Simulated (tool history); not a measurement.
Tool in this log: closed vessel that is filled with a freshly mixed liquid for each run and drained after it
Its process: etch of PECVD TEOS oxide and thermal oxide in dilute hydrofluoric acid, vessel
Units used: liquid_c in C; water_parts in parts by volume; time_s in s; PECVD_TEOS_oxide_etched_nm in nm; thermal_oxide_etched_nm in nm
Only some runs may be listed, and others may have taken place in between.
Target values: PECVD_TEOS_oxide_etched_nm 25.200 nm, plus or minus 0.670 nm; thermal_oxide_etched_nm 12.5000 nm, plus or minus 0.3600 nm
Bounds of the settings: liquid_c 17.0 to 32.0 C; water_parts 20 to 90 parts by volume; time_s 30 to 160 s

{"run": 1, "hour": 0.0, "liquid_c": 24.0, "water_parts": 50, "time_s": 80, "PECVD_TEOS_oxide_etched_nm": 19.025, "thermal_oxide_etched_nm": 9.3657}
{"run": 2, "hour": 6.0, "liquid_c": 24.0, "water_parts": 35, "time_s": 80, "PECVD_TEOS_oxide_etched_nm": 27.664, "thermal_oxide_etched_nm": 13.695}
{"run": 3, "hour": 12.2, "liquid_c": 24.0, "water_parts": 30, "time_s": 80, "PECVD_TEOS_oxide_etched_nm": 32.411, "thermal_oxide_etched_nm": 16.243}
{"run": 4, "hour": 21.3, "liquid_c": 24.0, "water_parts": 30, "time_s": 45, "PECVD_TEOS_oxide_etched_nm": 18.239, "thermal_oxide_etched_nm": 9.1896}
{"hour": 25.0, "done": "hydrofluoric acid flow meter replaced"}
{"run": 5, "hour": 25.0, "liquid_c": 26.0, "water_parts": 30, "time_s": 45, "PECVD_TEOS_oxide_etched_nm": 17.961, "thermal_oxide_etched_nm": 8.7654}
{"run": 6, "hour": 28.5, "liquid_c": 26.0, "water_parts": 25, "time_s": 45, "PECVD_TEOS_oxide_etched_nm": 21.648, "thermal_oxide_etched_nm": 10.58}
{"run": 7, "hour": 32.3, "liquid_c": 25.5, "water_parts": 25, "time_s": 45, "PECVD_TEOS_oxide_etched_nm": 21.033, "thermal_oxide_etched_nm": 10.434}
{"run": 8, "hour": 39.3, "liquid_c": 25.5, "water_parts": 20, "time_s": 45, "PECVD_TEOS_oxide_etched_nm": 26.388, "thermal_oxide_etched_nm": 13.125}
{"run": 9, "hour": 43.7, "liquid_c": 25.5, "water_parts": 20, "time_s": 45, "PECVD_TEOS_oxide_etched_nm": 26.46, "thermal_oxide_etched_nm": 13.247}
{"run": 10, "hour": 45.4, "liquid_c": 26.0, "water_parts": 20, "time_s": 45, "PECVD_TEOS_oxide_etched_nm": 27.098, "thermal_oxide_etched_nm": 13.408}
{"run": 11, "hour": 54.6, "liquid_c": 25.5, "water_parts": 20, "time_s": 45, "PECVD_TEOS_oxide_etched_nm": 26.33, "thermal_oxide_etched_nm": 13.113}
{"run": 12, "hour": 58.0, "liquid_c": 25.5, "water_parts": 20, "time_s": 40, "PECVD_TEOS_oxide_etched_nm": 23.745, "thermal_oxide_etched_nm": 11.703}

Which of these 4 next moves meets every target?
{"run": "A", "hour": 61.4, "liquid_c": 24.0, "water_parts": 30, "time_s": 70, "PECVD_TEOS_oxide_etched_nm": "?", "thermal_oxide_etched_nm": "?"}
{"run": "B", "hour": 61.4, "liquid_c": 32.0, "water_parts": 35, "time_s": 55, "PECVD_TEOS_oxide_etched_nm": "?", "thermal_oxide_etched_nm": "?"}
{"run": "C", "hour": 61.4, "liquid_c": 27.0, "water_parts": 20, "time_s": 35, "PECVD_TEOS_oxide_etched_nm": "?", "thermal_oxide_etched_nm": "?"}
{"run": "D", "hour": 61.4, "liquid_c": 30.5, "water_parts": 25, "time_s": 40, "PECVD_TEOS_oxide_etched_nm": "?", "thermal_oxide_etched_nm": "?"}

move=A PECVD_TEOS_oxide_etched_nm=25.289 thermal_oxide_etched_nm=12.6750
move=B PECVD_TEOS_oxide_etched_nm=23.378 thermal_oxide_etched_nm=11.7170
move=C PECVD_TEOS_oxide_etched_nm=21.793 thermal_oxide_etched_nm=10.9230
move=D PECVD_TEOS_oxide_etched_nm=22.798 thermal_oxide_etched_nm=11.4260
A: every result within its allowed miss
B: lands further from the targets than the last run did
C: lands further from the targets than the last run did
D: lands further from the targets than the last run did
A is the move that brings every result within its allowed miss.

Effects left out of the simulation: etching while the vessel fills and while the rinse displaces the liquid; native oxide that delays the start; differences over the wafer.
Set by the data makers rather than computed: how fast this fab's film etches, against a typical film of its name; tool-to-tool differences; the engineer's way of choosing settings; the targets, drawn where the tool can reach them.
